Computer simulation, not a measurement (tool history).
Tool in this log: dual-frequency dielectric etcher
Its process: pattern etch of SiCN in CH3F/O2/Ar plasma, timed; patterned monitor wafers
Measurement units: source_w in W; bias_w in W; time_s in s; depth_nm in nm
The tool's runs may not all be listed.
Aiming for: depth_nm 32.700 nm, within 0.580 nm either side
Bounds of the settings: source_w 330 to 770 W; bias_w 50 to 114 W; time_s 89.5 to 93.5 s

run	day	source_w	bias_w	time_s	depth_nm
1	0.000	550	82	89.5	43.339
2	0.117	510	76	89.5	40.569
3	0.150	580	76	89.5	42.885
4	0.217	540	73	89.5	40.485
5	0.433	540	84	89.5	43.669
6	0.483	540	84	89.5	43.622
7	0.700	500	80	89.5	41.359
8	0.954	470	76	89.5	39.352
9	1.125	440	73	89.5	37.446
10	1.479	420	72	89.5	36.598
11	1.650	330	60	89.5	30.026
12	1.933	350	60	89.5	30.789
13	2.133	360	60	89.5	31.490
14	2.446	370	60	89.5	31.599
15	2.683	380	60	89.5	31.968

Which single option among these 4 for the next run brings every result within its allowed miss of target? Just one does.
A	2.921	330	67	92.0	?
B	2.921	340	67	93.5	?
C	2.921	390	56	91.0	?
D	2.921	410	51	93.5	?

move	depth_nm
A	32.685
B	33.620
C	31.464
D	31.377
A: each result inside its tolerance
B: pushes the last run's worst result past its target
C: moves away from the targets compared with the last run
D: moves away from the targets compared with the last run
The right move is A.
